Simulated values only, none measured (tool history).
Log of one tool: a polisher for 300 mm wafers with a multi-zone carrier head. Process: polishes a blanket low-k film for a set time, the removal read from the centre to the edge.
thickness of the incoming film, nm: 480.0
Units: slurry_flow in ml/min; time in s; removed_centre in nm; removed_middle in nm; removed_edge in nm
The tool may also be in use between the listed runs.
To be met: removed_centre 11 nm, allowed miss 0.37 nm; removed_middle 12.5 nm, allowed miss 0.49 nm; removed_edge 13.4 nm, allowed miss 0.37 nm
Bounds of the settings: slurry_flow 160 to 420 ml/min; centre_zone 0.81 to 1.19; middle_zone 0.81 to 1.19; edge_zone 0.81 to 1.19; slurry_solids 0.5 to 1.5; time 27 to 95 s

run	day	slurry_flow	centre_zone	middle_zone	edge_zone	slurry_solids	time	removed_centre	removed_middle	removed_edge
1	0	270	1	1	1	1	61	19.109	19.228	20.08
2	0.254	260	0.94	0.97	0.97	0.85	59	15.867	16.494	17.815
3	0.525	260	0.94	0.97	0.97	0.85	65	17.611	18.005	19.609
4	0.812	260	0.94	0.97	0.97	0.85	59	16.001	16.617	17.779
5	0.954	260	1.02	0.97	0.97	0.85	59	17.108	16.652	17.841
6	1.2	260	1.02	1.01	0.97	0.85	59	17.364	17.444	17.709
7	1.271	250	0.96	0.99	0.94	0.75	58	14.897	15.382	15.985
8	1.371	230	0.91	0.98	0.92	0.7	58	13.608	14.931	15.295
9	1.729	220	0.88	0.95	0.9	0.65	58	12.705	14.043	14.59
10	1.758	210	0.86	0.93	0.89	0.6	58	11.623	12.889	13.995
11	1.854	200	0.85	0.93	0.88	0.6	58	11.382	12.922	13.636
# day 2.175: edge zone pressure recalibrated
12	2.175	190	0.85	0.92	0.88	0.6	58	11.53	12.629	13.38

Which of these 4 next moves meets every target?
A	2.496	170	0.87	0.89	0.82	0.8	52	?	?	?
B	2.496	205	0.89	0.93	0.92	0.55	61	?	?	?
C	2.496	230	0.82	0.91	0.91	0.6	56	?	?	?
D	2.496	160	0.93	0.92	0.86	0.8	51	?	?	?

move	removed_centre	removed_middle	removed_edge
A	12.219	12.549	13.358
B	12.381	12.847	13.792
C	11.133	12.31	13.346
D	12.705	12.545	13.293
A: further off than the last run
B: further off than the last run
C: meets every target
D: further off than the last run
Move C is the one to make.

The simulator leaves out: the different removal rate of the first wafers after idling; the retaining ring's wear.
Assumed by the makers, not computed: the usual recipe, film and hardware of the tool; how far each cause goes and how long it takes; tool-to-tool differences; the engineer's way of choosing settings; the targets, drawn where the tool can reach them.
